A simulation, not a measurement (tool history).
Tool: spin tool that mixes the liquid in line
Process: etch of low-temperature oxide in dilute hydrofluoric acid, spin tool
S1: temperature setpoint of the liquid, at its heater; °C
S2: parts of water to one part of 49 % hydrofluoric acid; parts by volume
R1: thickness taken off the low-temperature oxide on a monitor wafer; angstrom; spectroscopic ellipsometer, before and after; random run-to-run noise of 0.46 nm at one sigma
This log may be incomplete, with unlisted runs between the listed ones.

Run 1, hour 0.0: S1 22.0 °C, S2 210 parts by volume, time under the liquid (s) 290. Result: R1 216.46 angstrom.
Run 2, hour 6.7: S1 22.0 °C, S2 255 parts by volume, time under the liquid (s) 290. Result: R1 168.98 angstrom.
Run 3, hour 12.3: S1 22.0 °C, S2 255 parts by volume, time under the liquid (s) 310. Result: R1 181.74 angstrom.
Run 4, hour 21.2: S1 23.0 °C, S2 240 parts by volume, time under the liquid (s) 310. Result: R1 204.12 angstrom.
Run 5, hour 27.9: S1 23.5 °C, S2 225 parts by volume, time under the liquid (s) 310. Result: R1 224.40 angstrom.
Run 6, hour 33.8: S1 24.0 °C, S2 210 parts by volume, time under the liquid (s) 310. Result: R1 249.77 angstrom.
At hour 41.7: hydrofluoric acid flow meter replaced.
Run 7, hour 41.7: S1 24.5 °C, S2 200 parts by volume, time under the liquid (s) 310. Result: R1 257.25 angstrom.
Run 8, hour 43.4: S1 24.5 °C, S2 185 parts by volume, time under the liquid (s) 310. Result: R1 276.00 angstrom.

What does the tool deliver on the next run?
Run 9, hour 49.9: S1 25.0 °C, S2 170 parts by volume, time under the liquid (s) 310. Result: R1 ?.

Run 9 measured R1 313.21 angstrom.

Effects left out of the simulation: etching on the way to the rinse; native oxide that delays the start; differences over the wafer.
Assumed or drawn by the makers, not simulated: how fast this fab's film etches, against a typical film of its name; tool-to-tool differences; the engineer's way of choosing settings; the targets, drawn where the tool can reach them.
